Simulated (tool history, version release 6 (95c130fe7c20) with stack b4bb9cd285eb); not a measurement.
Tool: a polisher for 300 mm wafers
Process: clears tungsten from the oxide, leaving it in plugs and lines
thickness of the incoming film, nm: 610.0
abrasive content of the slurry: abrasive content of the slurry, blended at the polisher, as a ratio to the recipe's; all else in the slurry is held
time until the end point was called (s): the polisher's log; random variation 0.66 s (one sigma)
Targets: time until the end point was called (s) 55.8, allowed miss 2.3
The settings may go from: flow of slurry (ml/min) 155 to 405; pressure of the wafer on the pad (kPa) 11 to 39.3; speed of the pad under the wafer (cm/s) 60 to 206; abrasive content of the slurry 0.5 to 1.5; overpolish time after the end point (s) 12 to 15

run  hour  flow of slurry (ml/min)  pressure of the wafer on the pad (kPa)  speed of the pad under the wafer (cm/s)  abrasive content of the slurry  overpolish time after the end point (s)  time until the end point was called (s)
  1     0                      260                                    24.8                                      132                               1                                       15                                   94.527
  2   2.7                      260                                    26.2                                      132                               1                                       15                                   91.933
  3   8.1                      260                                    26.2                                      144                               1                                       15                                   85.527
  4   9.1                      260                                    27.6                                      144                               1                                       15                                   78.985
  5  15.2                      260                                    28.3                                      144                               1                                       15                                   77.346
  6  22.7                      260                                      29                                      144                               1                                       15                                   76.328
  7  31.3                      260                                    29.6                                      144                               1                                       15                                   75.659
  8  39.9                      260                                    30.3                                      144                               1                                       15                                   72.268
  9  41.9                      260                                      31                                      144                               1                                       15                                   73.101
 10  47.2                      260                                    31.7                                      144                               1                                       15                                   70.168
 11  55.7                      260                                    31.7                                      144                               1                                       15                                   69.548
 12    64                      260                                    32.4                                      144                               1                                       15                                   68.024
 13  64.9                      260                                    33.1                                      144                               1                                       15                                   68.547
 14  68.2                      260                                    33.8                                      144                               1                                       15                                   66.301
 15    76                      260                                    34.5                                      144                               1                                       15                                   65.841

5 next moves are on the table. One of them brings every result within its allowed miss. Which?
  A  83.8                      215                                    35.9                                      176                             1.3                                       15                                        ?
  B  83.8                      290                                    39.3                                      152                             0.9                                       15                                        ?
  C  83.8                      235                                    35.2                                      152                               1                                       15                                        ?
  D  83.8                      285                                    33.1                                      150                            1.15                                       12                                        ?
  E  83.8                      290                                    35.9                                      144                               1                                       15                                        ?

move  time until the end point was called (s)
   A                                   49.602
   B                                    56.18
   C                                   61.775
   D                                    62.41
   E                                   62.594
A: takes the result that was furthest off past its target
B: meets every target
C: nearer than the last run, and not there yet
D: nearer than the last run, and not there yet
E: nearer than the last run, and not there yet
The right move is B.
